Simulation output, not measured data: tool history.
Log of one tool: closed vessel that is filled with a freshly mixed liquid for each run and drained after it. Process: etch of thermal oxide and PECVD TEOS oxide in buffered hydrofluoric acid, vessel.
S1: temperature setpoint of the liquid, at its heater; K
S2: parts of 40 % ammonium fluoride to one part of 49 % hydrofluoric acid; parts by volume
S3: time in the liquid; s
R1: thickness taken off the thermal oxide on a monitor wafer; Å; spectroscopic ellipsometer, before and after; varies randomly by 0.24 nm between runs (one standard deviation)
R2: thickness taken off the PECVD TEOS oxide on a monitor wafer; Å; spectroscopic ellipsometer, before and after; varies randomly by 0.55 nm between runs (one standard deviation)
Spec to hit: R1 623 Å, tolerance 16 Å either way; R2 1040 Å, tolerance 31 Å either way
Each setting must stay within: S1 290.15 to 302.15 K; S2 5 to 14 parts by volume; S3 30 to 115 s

run,hour,S1,S2,S3,R1,R2
1,0,294.15,8.5,60,731.3,1215.5
2,7,293.65,8.5,60,708.9,1179.7
3,13.7,292.15,8.5,60,651.18,1092.3
4,22.5,292.15,6,60,921.95,1533.6
5,29.5,290.15,6,60,816.72,1369.8
6,38.3,290.15,6.5,60,762.43,1282.6
7,45.4,290.15,7,60,717.73,1194.6
8,49.6,290.15,7,60,720.01,1204.8
9,51.6,290.15,7.5,60,668.79,1107.9

Which single option among these 5 for the next run brings every result within its allowed miss of target? Just one does.
A,53.6,291.65,7.5,60,?,?
B,53.6,290.15,9,80,?,?
C,53.6,296.65,5,30,?,?
D,53.6,290.65,7.5,55,?,?
E,53.6,290.15,9.5,80,?,?

move,R1,R2
A,724.02,1211.7
B,727.45,1217.4
C,686.6,1149.1
D,627.11,1049.5
E,703.11,1176.7
A: lands further from the targets than the last run did
B: lands further from the targets than the last run did
C: lands further from the targets than the last run did
D: every result lands within tolerance
E: lands further from the targets than the last run did
Move D is the one to make.
